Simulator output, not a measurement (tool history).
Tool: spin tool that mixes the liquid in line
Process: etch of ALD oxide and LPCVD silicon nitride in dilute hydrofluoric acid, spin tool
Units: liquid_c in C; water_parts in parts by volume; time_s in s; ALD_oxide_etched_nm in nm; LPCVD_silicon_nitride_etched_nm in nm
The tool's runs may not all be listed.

| run | day | liquid_c | water_parts | time_s | ALD_oxide_etched_nm | LPCVD_silicon_nitride_etched_nm |
|---|---|---|---|---|---|---|
| 1 | 0.000 | 23.0 | 175 | 180 | 9.3599 | 0.52662 |
| 2 | 0.333 | 22.0 | 185 | 180 | 8.4521 | 0.45023 |
| 3 | 0.638 | 22.0 | 145 | 180 | 11.2150 | 0.55552 |
| 4 | 0.850 | 22.0 | 190 | 180 | 8.2207 | 0.43551 |
| 5 | 0.888 | 21.5 | 200 | 180 | 7.5677 | 0.37931 |
| 6 | 1.025 | 21.5 | 210 | 180 | 7.1860 | 0.43220 |
| 7 | 1.333 | 21.0 | 215 | 180 | 6.8400 | 0.36157 |

Forecast run 8:
| 8 | 1.517 | 20.5 | 220 | 180 | ? | ? |

Run 8 gave ALD_oxide_etched_nm 6.4803 nm, LPCVD_silicon_nitride_etched_nm 0.34124 nm.
